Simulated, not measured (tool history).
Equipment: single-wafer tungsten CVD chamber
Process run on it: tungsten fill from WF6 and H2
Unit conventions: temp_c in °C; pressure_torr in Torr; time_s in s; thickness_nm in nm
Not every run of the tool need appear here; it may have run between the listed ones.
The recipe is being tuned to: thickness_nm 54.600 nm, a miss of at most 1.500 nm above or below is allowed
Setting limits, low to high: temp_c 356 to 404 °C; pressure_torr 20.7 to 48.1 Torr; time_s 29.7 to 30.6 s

Run 1, hour 0.0: temp_c 380 °C, pressure_torr 34.4 Torr, time_s 29.7 s. Result: thickness_nm 64.974 nm.
Run 2, hour 7.8: temp_c 378 °C, pressure_torr 34.3 Torr, time_s 29.7 s. Result: thickness_nm 62.413 nm.
Run 3, hour 16.5: temp_c 378 °C, pressure_torr 37.8 Torr, time_s 29.7 s. Result: thickness_nm 66.780 nm.
Run 4, hour 23.9: temp_c 376 °C, pressure_torr 37.7 Torr, time_s 29.7 s. Result: thickness_nm 63.640 nm.
Run 5, hour 25.7: temp_c 381 °C, pressure_torr 37.7 Torr, time_s 29.7 s. Result: thickness_nm 69.769 nm.
Run 6, hour 34.4: temp_c 381 °C, pressure_torr 43.7 Torr, time_s 29.7 s. Result: thickness_nm 76.236 nm.
Run 7, hour 35.0: temp_c 378 °C, pressure_torr 43.5 Torr, time_s 29.7 s. Result: thickness_nm 72.958 nm.
Run 8, hour 39.9: temp_c 375 °C, pressure_torr 43.4 Torr, time_s 29.7 s. Result: thickness_nm 68.264 nm.
Run 9, hour 46.7: temp_c 373 °C, pressure_torr 43.3 Torr, time_s 29.7 s. Result: thickness_nm 66.038 nm.
Run 10, hour 54.5: temp_c 371 °C, pressure_torr 43.2 Torr, time_s 29.7 s. Result: thickness_nm 63.333 nm.
Run 11, hour 63.3: temp_c 370 °C, pressure_torr 43.1 Torr, time_s 29.7 s. Result: thickness_nm 62.185 nm.
Run 12, hour 67.0: temp_c 369 °C, pressure_torr 43.0 Torr, time_s 29.7 s. Result: thickness_nm 60.741 nm.
Run 13, hour 68.1: temp_c 368 °C, pressure_torr 43.0 Torr, time_s 29.7 s. Result: thickness_nm 60.135 nm.

Of the 5 settings listed for the next run, only one would bring every result within its allowed miss of target. Which one?
Run A, hour 69.2: temp_c 371 °C, pressure_torr 41.1 Torr, time_s 30.6 s. Result: thickness_nm ?.
Run B, hour 69.2: temp_c 372 °C, pressure_torr 47.8 Torr, time_s 30.4 s. Result: thickness_nm ?.
Run C, hour 69.2: temp_c 376 °C, pressure_torr 41.9 Torr, time_s 29.9 s. Result: thickness_nm ?.
Run D, hour 69.2: temp_c 373 °C, pressure_torr 42.0 Torr, time_s 30.6 s. Result: thickness_nm ?.
Run E, hour 69.2: temp_c 362 °C, pressure_torr 43.7 Torr, time_s 30.0 s. Result: thickness_nm ?.

move  thickness_nm
   A        63.412
   B        69.899
   C        68.645
   D        66.611
   E        54.368
A: lands further from the targets than the last run did
B: lands further from the targets than the last run did
C: lands further from the targets than the last run did
D: lands further from the targets than the last run did
E: every result lands within tolerance
Answer: E

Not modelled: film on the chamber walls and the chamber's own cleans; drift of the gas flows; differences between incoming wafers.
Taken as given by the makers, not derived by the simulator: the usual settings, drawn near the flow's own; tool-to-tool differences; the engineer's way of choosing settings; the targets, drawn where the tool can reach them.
